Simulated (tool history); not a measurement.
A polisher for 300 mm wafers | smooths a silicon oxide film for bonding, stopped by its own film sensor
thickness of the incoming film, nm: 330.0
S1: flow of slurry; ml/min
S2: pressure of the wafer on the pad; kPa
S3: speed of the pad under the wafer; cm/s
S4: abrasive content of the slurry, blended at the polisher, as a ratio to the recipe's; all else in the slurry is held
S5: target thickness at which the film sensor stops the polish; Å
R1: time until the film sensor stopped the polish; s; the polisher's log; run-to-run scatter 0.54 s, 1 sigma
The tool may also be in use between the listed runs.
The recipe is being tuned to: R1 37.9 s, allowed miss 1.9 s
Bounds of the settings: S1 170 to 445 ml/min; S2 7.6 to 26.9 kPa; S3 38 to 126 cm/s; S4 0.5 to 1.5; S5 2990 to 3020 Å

{"run": 1, "day": 0.0, "S1": 285, "S2": 17.2, "S3": 82, "S4": 1, "S5": 2990, "R1": 57.17}
{"run": 2, "day": 0.079, "S1": 285, "S2": 18.6, "S3": 82, "S4": 1, "S5": 2990, "R1": 53.533}
{"run": 3, "day": 0.154, "S1": 285, "S2": 20, "S3": 82, "S4": 1, "S5": 2990, "R1": 49.66}
{"run": 4, "day": 0.404, "S1": 285, "S2": 20.7, "S3": 82, "S4": 1, "S5": 2990, "R1": 49.006}
{"run": 5, "day": 0.525, "S1": 285, "S2": 21.4, "S3": 82, "S4": 1, "S5": 2990, "R1": 47.169}
{"run": 6, "day": 0.608, "S1": 285, "S2": 22.1, "S3": 82, "S4": 1, "S5": 2990, "R1": 46.458}
{"run": 7, "day": 0.654, "S1": 285, "S2": 22.8, "S3": 82, "S4": 1, "S5": 2990, "R1": 44.8}
{"run": 8, "day": 0.8, "S1": 285, "S2": 23.4, "S3": 82, "S4": 1, "S5": 2990, "R1": 44.12}
{"run": 9, "day": 1.129, "S1": 285, "S2": 24.1, "S3": 82, "S4": 1, "S5": 2990, "R1": 42.007}
{"run": 10, "day": 1.362, "S1": 285, "S2": 24.8, "S3": 82, "S4": 1, "S5": 2990, "R1": 41.342}
{"run": 11, "day": 1.725, "S1": 285, "S2": 25.5, "S3": 82, "S4": 1, "S5": 2990, "R1": 41.631}
{"run": 12, "day": 1.912, "S1": 285, "S2": 25.5, "S3": 84, "S4": 1, "S5": 2990, "R1": 41.002}

Exercise: of the 5 proposed moves below, exactly one satisfies all targets within the stated allowed misses. Which move is it?
{"run": "A", "day": 2.1, "S1": 290, "S2": 25.5, "S3": 82, "S4": 0.85, "S5": 3000, "R1": "?"}
{"run": "B", "day": 2.1, "S1": 290, "S2": 24.1, "S3": 96, "S4": 1.05, "S5": 3000, "R1": "?"}
{"run": "C", "day": 2.1, "S1": 355, "S2": 26.9, "S3": 76, "S4": 0.75, "S5": 3010, "R1": "?"}
{"run": "D", "day": 2.1, "S1": 270, "S2": 24.1, "S3": 76, "S4": 1, "S5": 2990, "R1": "?"}
{"run": "E", "day": 2.1, "S1": 295, "S2": 26.9, "S3": 48, "S4": 1.25, "S5": 3020, "R1": "?"}

move=A R1=40.896
move=B R1=36.64
move=C R1=40.185
move=D R1=44.477
move=E R1=43.222
A: just as far off the targets as the last run
B: all results in spec
C: closer than the last run, but not yet in spec
D: misses by more than the last run did
E: misses by more than the last run did
Answer: B
